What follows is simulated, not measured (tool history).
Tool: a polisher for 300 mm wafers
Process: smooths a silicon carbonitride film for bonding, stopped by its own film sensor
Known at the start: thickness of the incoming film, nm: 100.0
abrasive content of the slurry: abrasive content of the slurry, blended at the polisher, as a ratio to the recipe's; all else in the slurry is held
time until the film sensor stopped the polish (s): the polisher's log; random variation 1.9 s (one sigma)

| run | hour | flow of slurry (ml/min) | pressure of the wafer on the pad (kPa) | speed of the pad under the wafer (cm/s) | abrasive content of the slurry | target thickness at which the film sensor stops the polish (Å) | time until the film sensor stopped the polish (s) |
|---|---|---|---|---|---|---|---|
| 1 | 0.0 | 230 | 14.5 | 72 | 1.0 | 800 | 82.263 |
| 2 | 3.9 | 230 | 14.5 | 72 | 1.0 | 790 | 87.967 |
| 3 | 9.3 | 230 | 16.5 | 72 | 1.0 | 790 | 80.904 |
| 4 | 13.1 | 230 | 16.5 | 88 | 1.0 | 790 | 68.778 |
| 5 | 16.7 | 230 | 16.5 | 88 | 1.0 | 800 | 65.936 |
| 6 | 24.4 | 175 | 16.5 | 88 | 1.0 | 800 | 67.724 |

Run 7 comes next. What will it give?
| 7 | 33.2 | 175 | 13.8 | 84 | 1.0 | 800 | ? |

time until the film sensor stopped the polish (s): 80.084
